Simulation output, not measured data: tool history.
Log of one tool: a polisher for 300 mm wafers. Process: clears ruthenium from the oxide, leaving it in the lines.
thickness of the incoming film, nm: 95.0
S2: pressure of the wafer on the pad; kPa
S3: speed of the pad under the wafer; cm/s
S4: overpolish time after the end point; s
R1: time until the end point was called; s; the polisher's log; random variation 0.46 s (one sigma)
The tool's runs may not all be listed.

run 1 hour=0.0 | flow_of_slurry_(ml/min)=200 S2=10.3 S3=122 S4=41 | R1=83.392
run 2 hour=6.9 | flow_of_slurry_(ml/min)=205 S2=11.7 S3=122 S4=41 | R1=74.839
run 3 hour=14.3 | flow_of_slurry_(ml/min)=205 S2=11.7 S3=122 S4=44 | R1=73.799
run 4 hour=23.0 | flow_of_slurry_(ml/min)=205 S2=10.3 S3=122 S4=44 | R1=83.870
run 5 hour=25.1 | flow_of_slurry_(ml/min)=205 S2=9.0 S3=122 S4=44 | R1=94.883
run 6 hour=32.4 | flow_of_slurry_(ml/min)=210 S2=10.3 S3=122 S4=44 | R1=81.733

The next listed run, before its measurement:
run 7 hour=40.8 | flow_of_slurry_(ml/min)=240 S2=13.1 S3=124 S4=44 | R1=?

{"run 7": {"R1": 64.11}}
